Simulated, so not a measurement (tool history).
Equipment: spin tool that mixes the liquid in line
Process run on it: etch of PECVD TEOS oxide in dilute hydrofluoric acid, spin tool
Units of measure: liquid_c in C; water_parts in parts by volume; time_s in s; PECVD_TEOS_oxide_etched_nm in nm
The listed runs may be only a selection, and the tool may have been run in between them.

run  hour  liquid_c  water_parts  time_s  PECVD_TEOS_oxide_etched_nm
  1   0.0      21.0          300     275                      6.6759
  2   6.8      21.0          390     275                      4.7845
  3  15.5      20.0          410     275                      4.3966
  4  17.2      19.5          430     275                      4.0527
  5  19.3      21.0          430     275                      4.1815
  6  27.2      20.5          445     275                      3.9194
  7  30.8      20.0          455     275                      3.8000
  8  37.9      20.0          455     275                      3.7952

The next listed run, before its measurement:
  9  46.3      19.5          465     275                           ?

PECVD_TEOS_oxide_etched_nm: 3.5425 nm

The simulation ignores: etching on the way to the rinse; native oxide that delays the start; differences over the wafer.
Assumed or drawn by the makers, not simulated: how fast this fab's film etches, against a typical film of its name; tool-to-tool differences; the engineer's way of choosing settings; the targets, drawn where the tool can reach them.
